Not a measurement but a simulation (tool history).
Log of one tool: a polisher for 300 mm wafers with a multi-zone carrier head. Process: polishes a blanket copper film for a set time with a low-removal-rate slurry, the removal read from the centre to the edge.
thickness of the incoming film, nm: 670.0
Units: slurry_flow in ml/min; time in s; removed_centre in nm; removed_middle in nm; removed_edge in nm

run  hour  slurry_flow  centre_zone  middle_zone  edge_zone  slurry_solids  time  removed_centre  removed_middle  removed_edge
  1   0.0          270         1.00         1.00       1.00           1.00    60          252.26          259.85        252.88
  2   3.1          270         0.95         1.00       1.00           1.00    60          240.70          258.64        252.34
  3   7.8          270         0.95         1.00       1.00           0.80    60          231.06          238.60        245.38
  4   8.3          280         1.02         0.99       1.03           0.90    61          259.19          257.89        263.78
  5  12.5          295         1.08         0.99       1.03           0.95    61          268.24          254.14        262.51
  6  17.5          295         1.08         0.99       1.03           0.95    68          303.81          284.94        290.87
  7  25.1          295         1.11         0.99       1.03           1.00    68          313.90          290.52        300.56
  8  32.0          300         1.13         1.00       1.01           1.00    68          322.40          298.51        286.69

The next listed run, before its measurement:
  9  37.3          300         1.13         1.00       1.01           1.00    68               ?               ?             ?

Run 9 gave removed_centre 323.06 nm, removed_middle 300.18 nm, removed_edge 292.15 nm.

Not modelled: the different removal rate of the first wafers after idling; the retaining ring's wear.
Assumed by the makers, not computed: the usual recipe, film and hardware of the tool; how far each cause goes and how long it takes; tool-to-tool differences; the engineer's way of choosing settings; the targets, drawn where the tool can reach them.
